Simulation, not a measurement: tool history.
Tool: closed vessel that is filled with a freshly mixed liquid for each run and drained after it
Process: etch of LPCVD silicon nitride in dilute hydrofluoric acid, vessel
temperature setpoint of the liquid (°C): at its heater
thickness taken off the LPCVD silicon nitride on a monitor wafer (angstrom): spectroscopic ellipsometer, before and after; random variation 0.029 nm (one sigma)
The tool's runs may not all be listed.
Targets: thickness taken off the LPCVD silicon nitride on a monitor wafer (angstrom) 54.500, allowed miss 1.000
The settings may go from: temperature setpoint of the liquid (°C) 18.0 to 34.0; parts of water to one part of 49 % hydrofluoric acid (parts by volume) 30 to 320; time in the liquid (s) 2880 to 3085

| run | hour | temperature setpoint of the liquid (°C) | parts of water to one part of 49 % hydrofluoric acid (parts by volume) | time in the liquid (s) | thickness taken off the LPCVD silicon nitride on a monitor wafer (angstrom) |
|---|---|---|---|---|---|
| 1 | 0.0 | 26.0 | 175 | 2880 | 80.029 |
| 2 | 3.9 | 24.0 | 175 | 2880 | 70.689 |
| 3 | 6.0 | 24.0 | 210 | 2880 | 59.251 |
| 4 | 7.7 | 24.0 | 210 | 3085 | 63.317 |
| 5 | 14.4 | 23.5 | 210 | 3085 | 61.314 |
| 6 | 20.4 | 23.5 | 210 | 3085 | 61.669 |
| 7 | 27.1 | 23.0 | 210 | 3085 | 59.478 |
| 8 | 31.1 | 22.5 | 210 | 3085 | 57.227 |
| 9 | 34.4 | 22.0 | 210 | 3085 | 55.432 |

Which of these 4 next moves meets every target?
| A | 37.7 | 22.0 | 210 | 3000 | ? |
| B | 37.7 | 22.5 | 205 | 3005 | ? |
| C | 37.7 | 23.5 | 220 | 2985 | ? |
| D | 37.7 | 21.5 | 195 | 3075 | ? |

| move | thickness taken off the LPCVD silicon nitride on a monitor wafer (angstrom) |
|---|---|
| A | 53.911 |
| B | 57.095 |
| C | 56.374 |
| D | 57.533 |
A: meets every target
B: further off than the last run
C: further off than the last run
D: further off than the last run
The right move is A.
